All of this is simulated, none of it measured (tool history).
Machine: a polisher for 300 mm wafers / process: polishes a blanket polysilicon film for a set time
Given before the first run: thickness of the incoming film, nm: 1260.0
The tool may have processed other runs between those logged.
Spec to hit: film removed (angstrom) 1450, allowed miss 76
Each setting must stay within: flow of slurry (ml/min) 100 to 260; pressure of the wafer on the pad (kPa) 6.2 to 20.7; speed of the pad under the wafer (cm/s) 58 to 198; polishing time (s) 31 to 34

run,hour,flow of slurry (ml/min),pressure of the wafer on the pad (kPa),speed of the pad under the wafer (cm/s),polishing time (s),film removed (angstrom)
1,0,165,13.1,128,34,2710.6
2,8.5,135,13.1,128,34,2734.2
3,16.1,170,13.1,128,34,2779.8
4,19,170,13.1,112,34,2496.3
5,22.4,145,13.1,112,34,2368.7
6,28.8,145,11.7,110,34,2040.3
7,32.9,145,11,110,34,1902.7
8,37.3,145,7.6,108,34,1359.2

Pick the move, out of 5, that brings all results within their allowed miss; only one does.
A,41.7,145,8.3,88,33,?
B,41.7,175,9.7,76,34,?
C,41.7,135,8.3,96,34,?
D,41.7,150,8.3,116,31,?
E,41.7,175,6.9,110,33,?

move,film removed (angstrom)
A,1138.2
B,1222.8
C,1255.6
D,1404.2
E,1227.7
A: further off than the last run
B: further off than the last run
C: further off than the last run
D: each result inside its tolerance
E: further off than the last run
D meets every target.
